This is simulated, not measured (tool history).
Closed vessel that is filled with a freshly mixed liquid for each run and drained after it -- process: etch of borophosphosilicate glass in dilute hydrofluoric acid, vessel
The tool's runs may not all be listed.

run	hour	temperature setpoint of the liquid (C)	parts of water to one part of 49 % hydrofluoric acid (parts by volume)	time in the liquid (s)	thickness taken off the borophosphosilicate glass on a monitor wafer (angstrom)
1	0	25	260	225	396.47
2	5.8	28	260	225	441.47
3	7.3	26.5	270	225	400.92
4	11	25	280	225	364.68
5	13.5	25	335	225	285.46
6	15.1	24	340	225	270.03

Predict the results of run 7:
7	16.7	23	345	225	?

For run 7 the tool returned thickness taken off the borophosphosilicate glass on a monitor wafer (angstrom) 257.35.

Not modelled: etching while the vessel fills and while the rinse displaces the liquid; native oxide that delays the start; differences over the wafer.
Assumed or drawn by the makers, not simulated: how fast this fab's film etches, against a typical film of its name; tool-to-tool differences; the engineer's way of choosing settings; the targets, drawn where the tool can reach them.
